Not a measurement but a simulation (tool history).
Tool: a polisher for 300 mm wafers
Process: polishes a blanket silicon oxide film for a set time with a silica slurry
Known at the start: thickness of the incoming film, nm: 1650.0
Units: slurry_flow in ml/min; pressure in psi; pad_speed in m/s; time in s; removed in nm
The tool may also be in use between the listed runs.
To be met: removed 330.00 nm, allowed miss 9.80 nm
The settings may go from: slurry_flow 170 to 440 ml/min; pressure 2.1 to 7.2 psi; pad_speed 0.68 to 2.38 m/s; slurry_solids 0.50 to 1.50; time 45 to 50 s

run	hour	slurry_flow	pressure	pad_speed	slurry_solids	time	removed
1	0.0	280	4.6	1.52	1.00	50	243.38
2	7.0	280	4.8	1.52	1.00	50	257.12
3	14.7	230	4.8	1.52	1.00	50	250.54
4	20.7	230	4.9	1.52	1.00	50	257.19
5	24.6	295	4.9	1.52	1.00	50	258.82
6	28.4	345	4.9	1.52	1.00	50	263.78
7	34.3	345	5.0	1.52	1.00	50	268.34
8	37.9	345	5.1	1.52	1.00	50	276.51
9	45.7	345	5.2	1.52	1.00	50	280.60
10	50.3	345	5.3	1.52	1.00	50	285.35
11	52.2	345	5.4	1.52	1.00	50	283.12
12	54.0	345	5.5	1.52	1.00	50	296.42

5 next moves are on the table. One of them brings every result within its allowed miss. Which?
A	55.8	335	5.1	1.40	1.05	48	?
B	55.8	345	5.7	1.26	0.95	50	?
C	55.8	360	5.3	1.46	1.00	45	?
D	55.8	365	5.3	1.80	1.20	48	?
E	55.8	370	5.9	1.68	0.90	49	?

move	removed
A	252.13
B	255.86
C	246.99
D	330.98
E	308.84
A: further off than the last run
B: further off than the last run
C: further off than the last run
D: meets every target
E: nearer than the last run, and not there yet
Move D is the one to make.
